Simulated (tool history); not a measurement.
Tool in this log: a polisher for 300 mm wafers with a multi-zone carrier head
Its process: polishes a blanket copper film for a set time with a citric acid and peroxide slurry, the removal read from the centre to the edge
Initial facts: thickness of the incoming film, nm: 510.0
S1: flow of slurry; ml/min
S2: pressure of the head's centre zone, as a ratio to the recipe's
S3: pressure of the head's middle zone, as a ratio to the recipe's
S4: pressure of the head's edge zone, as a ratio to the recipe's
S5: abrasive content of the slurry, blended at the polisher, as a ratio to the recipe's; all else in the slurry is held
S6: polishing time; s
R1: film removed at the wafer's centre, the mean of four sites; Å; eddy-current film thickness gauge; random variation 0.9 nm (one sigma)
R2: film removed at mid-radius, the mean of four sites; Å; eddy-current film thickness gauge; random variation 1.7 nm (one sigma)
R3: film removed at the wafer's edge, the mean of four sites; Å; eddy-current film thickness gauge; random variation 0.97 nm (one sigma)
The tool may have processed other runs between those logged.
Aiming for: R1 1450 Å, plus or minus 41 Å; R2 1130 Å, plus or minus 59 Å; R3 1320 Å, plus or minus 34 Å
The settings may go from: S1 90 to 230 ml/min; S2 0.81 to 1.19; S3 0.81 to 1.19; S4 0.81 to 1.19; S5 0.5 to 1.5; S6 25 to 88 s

run,day,S1,S2,S3,S4,S5,S6,R1,R2,R3
1,0,150,1,1,1,1,56,1154.2,1142.1,1146
2,0.304,165,1.04,0.97,1.04,1.05,56,1229.8,1162.7,1188.2
3,0.612,165,0.97,0.97,1.04,1.05,56,1153.2,1188.8,1196.7
4,0.883,165,0.97,0.97,1.04,1.2,56,1194.4,1220.1,1237.3
5,1.088,165,0.97,0.97,1.04,1.2,68,1443.7,1436.1,1489.6
6,1.129,165,0.97,0.97,1.04,1.2,75,1576.7,1624.9,1635
7,1.254,145,1.01,0.92,1.01,1.1,74,1538.5,1441.5,1548.9
8,1.538,135,1.04,0.89,0.97,1,74,1541.8,1373.9,1498.9
9,1.679,125,1.06,0.86,0.95,0.9,73,1495.2,1244.5,1418.8
10,1.717,120,1.07,0.85,0.93,0.85,73,1466.5,1216.2,1365.8
11,1.825,115,1.08,0.84,0.92,0.85,73,1483.7,1228.7,1334.4

Consider the 4 candidate settings below. Which is the only one whose results all fall within their allowed miss of target?
A,1.933,155,1.12,0.94,0.83,0.85,72,?,?,?
B,1.933,115,1.12,0.85,0.84,0.95,74,?,?,?
C,1.933,115,1.09,0.81,0.93,0.75,73,?,?,?
D,1.933,160,1.05,0.89,0.84,0.8,76,?,?,?

move,R1,R2,R3
A,1579.1,1384.2,1321.3
B,1570.7,1275.6,1350.7
C,1444.6,1153.9,1332
D,1568.5,1386.3,1390.9
A: lands further from the targets than the last run did
B: lands further from the targets than the last run did
C: all results land within tolerance of their targets
D: lands further from the targets than the last run did
C meets every target.
